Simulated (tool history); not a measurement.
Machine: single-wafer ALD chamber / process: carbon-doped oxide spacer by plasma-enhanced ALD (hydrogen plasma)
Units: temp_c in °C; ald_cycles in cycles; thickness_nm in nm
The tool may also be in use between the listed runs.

{"run": 1, "hour": 0.0, "temp_c": 385, "ald_cycles": 466, "thickness_nm": 23.619}
{"run": 2, "hour": 7.6, "temp_c": 385, "ald_cycles": 475, "thickness_nm": 24.195}
{"run": 3, "hour": 10.9, "temp_c": 378, "ald_cycles": 475, "thickness_nm": 24.194}
{"run": 4, "hour": 19.9, "temp_c": 378, "ald_cycles": 482, "thickness_nm": 24.36}
{"run": 5, "hour": 26.3, "temp_c": 378, "ald_cycles": 489, "thickness_nm": 24.773}
{"run": 6, "hour": 32.6, "temp_c": 378, "ald_cycles": 536, "thickness_nm": 27.099}

What will run 7 give?
{"run": 7, "hour": 38.7, "temp_c": 378, "ald_cycles": 532, "thickness_nm": "?"}

Logged for run 7: thickness_nm 27.044 nm.

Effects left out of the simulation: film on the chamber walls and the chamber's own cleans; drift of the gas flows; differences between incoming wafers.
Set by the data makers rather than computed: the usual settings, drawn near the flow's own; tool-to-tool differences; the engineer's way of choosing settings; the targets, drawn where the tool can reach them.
